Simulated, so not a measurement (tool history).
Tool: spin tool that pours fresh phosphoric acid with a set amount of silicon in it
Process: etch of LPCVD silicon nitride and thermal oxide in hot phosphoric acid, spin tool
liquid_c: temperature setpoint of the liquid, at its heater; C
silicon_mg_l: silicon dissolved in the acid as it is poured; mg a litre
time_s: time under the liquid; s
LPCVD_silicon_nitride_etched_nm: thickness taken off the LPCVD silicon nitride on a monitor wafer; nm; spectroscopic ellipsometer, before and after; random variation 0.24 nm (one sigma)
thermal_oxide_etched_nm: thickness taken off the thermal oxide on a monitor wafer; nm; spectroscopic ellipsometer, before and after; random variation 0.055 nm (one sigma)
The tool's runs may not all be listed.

run  hour  liquid_c  silicon_mg_l  time_s  LPCVD_silicon_nitride_etched_nm  thermal_oxide_etched_nm
  1     0       162          12.5     180                           16.517                  0.45671
  2   2.5       160          12.5     180                           15.133                   0.3631
  3     5     161.5          11.5     195                           17.528                  0.49051
  4   7.9     162.5          11.5     205                           18.742                  0.50365
  5  16.5     162.5          11.5     245                           23.007                  0.68511
  6  17.5     162.5          11.5     170                           15.651                  0.38542
  7  26.3       163             8     195                           18.302                  0.57361
  8  31.1     163.5           7.5     210                           19.949                  0.66287

Forecast run 9:
  9    40       164           7.5     220                                ?                        ?

{"run 9": {"LPCVD_silicon_nitride_etched_nm": 21.754, "thermal_oxide_etched_nm": 0.61545}}
